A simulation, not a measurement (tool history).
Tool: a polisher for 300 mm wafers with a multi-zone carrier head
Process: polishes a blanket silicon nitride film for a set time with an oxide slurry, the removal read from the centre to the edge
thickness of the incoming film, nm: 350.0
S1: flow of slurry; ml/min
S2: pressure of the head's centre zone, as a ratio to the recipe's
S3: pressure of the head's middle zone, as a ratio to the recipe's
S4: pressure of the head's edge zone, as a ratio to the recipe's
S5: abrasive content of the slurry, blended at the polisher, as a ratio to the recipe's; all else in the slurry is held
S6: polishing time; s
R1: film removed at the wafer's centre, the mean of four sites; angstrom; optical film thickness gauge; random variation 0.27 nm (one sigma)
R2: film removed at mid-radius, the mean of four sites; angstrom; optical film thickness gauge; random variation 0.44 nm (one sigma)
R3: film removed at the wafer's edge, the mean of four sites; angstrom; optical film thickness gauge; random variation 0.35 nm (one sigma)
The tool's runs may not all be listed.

run,hour,S1,S2,S3,S4,S5,S6,R1,R2,R3
1,0,300,1,1,1,1,58,322.1,320.01,318.64
2,7.1,300,1,1,1,1.2,58,347.75,343.46,343.42
3,13.1,365,1,1,1,1.2,58,351.91,347.12,347.27
4,16.7,365,1,0.93,1,1.2,58,355.36,320.66,352.56
5,21.2,365,1.02,0.96,1.01,1.25,58,372.7,343.92,349.7
6,22.1,365,1.02,0.96,0.93,1.25,58,369.31,337.57,349.54
7,28.1,365,1.03,0.98,0.93,1.3,58,382.81,352.31,351.92
8,36.2,395,1.09,1.08,1.03,1.45,58,419.04,400.44,378.94
9,43.1,395,1.09,1.09,1.03,1.45,58,422.02,406.57,379.45

Forecast run 10:
10,47.4,395,1.09,1.1,1.03,1.45,58,?,?,?

R1: 417.85 angstrom
R2: 402.34 angstrom
R3: 381.76 angstrom
